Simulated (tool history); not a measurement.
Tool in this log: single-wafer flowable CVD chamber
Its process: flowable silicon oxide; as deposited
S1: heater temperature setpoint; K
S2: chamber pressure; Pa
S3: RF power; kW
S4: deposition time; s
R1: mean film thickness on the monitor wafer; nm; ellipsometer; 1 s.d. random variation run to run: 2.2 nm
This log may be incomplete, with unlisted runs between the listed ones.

run  hour      S1    S2     S3   S4      R1
  1     0  368.15  92.4  2.575  889  571.03
  2   1.9  368.15  92.4   2.81  889  574.94
  3   9.1  364.15  92.4   2.81  889  669.97
  4  16.2  362.15  92.4   2.81  889   715.9
  5  20.1  367.15  92.4   2.81  889  593.38
  6  24.3  364.15  92.4   2.81  889  668.13

Forecast run 7:
  7  27.8  362.15  92.4  2.81  889   ?

For run 7 the tool returned R1 717.54 nm.
